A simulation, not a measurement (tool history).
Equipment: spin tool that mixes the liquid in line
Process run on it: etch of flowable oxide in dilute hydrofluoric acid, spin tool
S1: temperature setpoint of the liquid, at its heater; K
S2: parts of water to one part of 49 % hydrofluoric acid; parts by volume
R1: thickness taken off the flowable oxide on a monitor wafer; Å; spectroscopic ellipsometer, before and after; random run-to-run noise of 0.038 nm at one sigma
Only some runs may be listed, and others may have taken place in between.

{"run": 1, "day": 0.0, "S1": 293.15, "S2": 215, "time under the liquid (s)": 15, "R1": 19.499}
{"run": 2, "day": 0.346, "S1": 293.15, "S2": 145, "time under the liquid (s)": 15, "R1": 30.901}
{"run": 3, "day": 0.508, "S1": 295.15, "S2": 130, "time under the liquid (s)": 15, "R1": 38.652}
{"run": 4, "day": 0.542, "S1": 295.15, "S2": 100, "time under the liquid (s)": 15, "R1": 51.625}
{"run": 5, "day": 0.688, "S1": 292.15, "S2": 100, "time under the liquid (s)": 15, "R1": 45.572}
{"run": 6, "day": 0.725, "S1": 292.15, "S2": 40, "time under the liquid (s)": 15, "R1": 122.17}

Run 7, settings as shown, results not yet in. Your forecast:
{"run": 7, "day": 0.933, "S1": 290.15, "S2": 95, "time under the liquid (s)": 15, "R1": "?"}

Run 7 came out at R1 44.281 Å.
